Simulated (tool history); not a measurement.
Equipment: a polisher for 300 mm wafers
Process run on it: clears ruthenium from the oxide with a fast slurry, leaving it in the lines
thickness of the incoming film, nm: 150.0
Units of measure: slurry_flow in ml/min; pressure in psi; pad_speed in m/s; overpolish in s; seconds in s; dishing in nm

Run 1, hour 0: slurry_flow 180 ml/min, pressure 1.7 psi, pad_speed 1.18 m/s, slurry_solids 1, overpolish 22 s. Result: seconds 58.085 s, dishing 55.516 nm.
Run 2, hour 7: slurry_flow 180 ml/min, pressure 1.7 psi, pad_speed 1.18 m/s, slurry_solids 1, overpolish 15 s. Result: seconds 58.239 s, dishing 37.955 nm.
Run 3, hour 13: slurry_flow 180 ml/min, pressure 1.7 psi, pad_speed 1.18 m/s, slurry_solids 1, overpolish 11 s. Result: seconds 59.651 s, dishing 28.088 nm.
Run 4, hour 17.8: slurry_flow 180 ml/min, pressure 1.9 psi, pad_speed 1.18 m/s, slurry_solids 1, overpolish 11 s. Result: seconds 51.507 s, dishing 31.724 nm.
Run 5, hour 18.9: slurry_flow 180 ml/min, pressure 2.1 psi, pad_speed 1.18 m/s, slurry_solids 1, overpolish 11 s. Result: seconds 46.08 s, dishing 34.17 nm.
Run 6, hour 26.7: slurry_flow 175 ml/min, pressure 1.8 psi, pad_speed 1.18 m/s, slurry_solids 1, overpolish 13 s. Result: seconds 54.974 s, dishing 34.904 nm.
Run 7, hour 30.4: slurry_flow 175 ml/min, pressure 1.6 psi, pad_speed 1.18 m/s, slurry_solids 1, overpolish 14 s. Result: seconds 61.885 s, dishing 34.418 nm.

Run 8 comes next. What will it give?
Run 8, hour 36.4: slurry_flow 175 ml/min, pressure 1.4 psi, pad_speed 1.18 m/s, slurry_solids 1, overpolish 14 s. Result: seconds ?, dishing ?.

seconds: 72.494 s
dishing: 29.766 nm
